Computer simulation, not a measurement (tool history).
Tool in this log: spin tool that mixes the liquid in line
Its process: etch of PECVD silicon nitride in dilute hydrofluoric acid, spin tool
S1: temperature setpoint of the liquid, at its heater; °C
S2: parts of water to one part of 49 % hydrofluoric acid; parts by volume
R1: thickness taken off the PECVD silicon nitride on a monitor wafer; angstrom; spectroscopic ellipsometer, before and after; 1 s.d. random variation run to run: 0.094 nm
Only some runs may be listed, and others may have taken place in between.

Run 1, hour 0: S1 23 °C, S2 150 parts by volume, time under the liquid (s) 265. Result: R1 89.498 angstrom.
Run 2, hour 0.8: S1 25 °C, S2 150 parts by volume, time under the liquid (s) 265. Result: R1 100.25 angstrom.
Run 3, hour 6.4: S1 25 °C, S2 150 parts by volume, time under the liquid (s) 265. Result: R1 101.52 angstrom.
Run 4, hour 9: S1 22 °C, S2 150 parts by volume, time under the liquid (s) 265. Result: R1 83.299 angstrom.
Run 5, hour 17.5: S1 19.5 °C, S2 150 parts by volume, time under the liquid (s) 265. Result: R1 70.589 angstrom.
Run 6, hour 20.2: S1 19.5 °C, S2 105 parts by volume, time under the liquid (s) 265. Result: R1 100.5 angstrom.
Run 7, hour 27.4: S1 21 °C, S2 105 parts by volume, time under the liquid (s) 265. Result: R1 111.6 angstrom.
Run 8, hour 34.4: S1 22 °C, S2 105 parts by volume, time under the liquid (s) 265. Result: R1 119.35 angstrom.
Run 9, hour 42.3: S1 23 °C, S2 105 parts by volume, time under the liquid (s) 265. Result: R1 127.35 angstrom.

Run 10, settings as shown, results not yet in. Your forecast:
Run 10, hour 51.1: S1 23.5 °C, S2 105 parts by volume, time under the liquid (s) 265. Result: R1 ?.

{"run 10": {"R1": 130.02}}

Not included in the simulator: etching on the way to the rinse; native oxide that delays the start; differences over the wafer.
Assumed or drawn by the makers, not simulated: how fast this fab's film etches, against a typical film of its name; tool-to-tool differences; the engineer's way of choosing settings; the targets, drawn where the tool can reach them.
